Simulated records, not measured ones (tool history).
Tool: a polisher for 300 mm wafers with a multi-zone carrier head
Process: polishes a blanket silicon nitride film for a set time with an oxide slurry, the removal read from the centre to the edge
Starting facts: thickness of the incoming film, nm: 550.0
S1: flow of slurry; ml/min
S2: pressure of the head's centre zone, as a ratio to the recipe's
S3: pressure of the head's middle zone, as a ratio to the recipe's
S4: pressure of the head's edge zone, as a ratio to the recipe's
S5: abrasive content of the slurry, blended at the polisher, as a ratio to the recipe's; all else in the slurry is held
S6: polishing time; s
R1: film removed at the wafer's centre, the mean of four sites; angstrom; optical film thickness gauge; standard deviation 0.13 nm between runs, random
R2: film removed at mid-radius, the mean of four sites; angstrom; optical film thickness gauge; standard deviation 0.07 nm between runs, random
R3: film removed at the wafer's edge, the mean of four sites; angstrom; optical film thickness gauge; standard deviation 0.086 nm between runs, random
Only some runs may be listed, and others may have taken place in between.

run 1 hour=0.0 | S1=140 S2=1.00 S3=1.00 S4=1.00 S5=1.00 S6=37 | R1=222.77 R2=219.95 R3=222.81
run 2 hour=6.8 | S1=140 S2=0.93 S3=1.00 S4=1.00 S5=1.00 S6=37 | R1=208.18 R2=219.71 R3=217.96
run 3 hour=14.4 | S1=135 S2=0.92 S3=1.01 S4=0.95 S5=0.85 S6=32 | R1=160.55 R2=175.43 R3=172.04
run 4 hour=22.4 | S1=135 S2=0.85 S3=1.01 S4=0.95 S5=0.85 S6=32 | R1=148.20 R2=175.73 R3=170.49
run 5 hour=28.0 | S1=135 S2=0.85 S3=0.96 S4=0.95 S5=0.85 S6=32 | R1=149.36 R2=167.19 R3=170.51
run 6 hour=31.3 | S1=135 S2=0.85 S3=0.96 S4=1.03 S5=0.85 S6=32 | R1=150.09 R2=166.68 R3=177.74

Run 7 comes next. What will it give?
run 7 hour=33.9 | S1=140 S2=0.88 S3=0.99 S4=0.97 S5=0.75 S6=29 | R1=? R2=? R3=?

R1: 129.04 angstrom
R2: 145.24 angstrom
R3: 146.13 angstrom
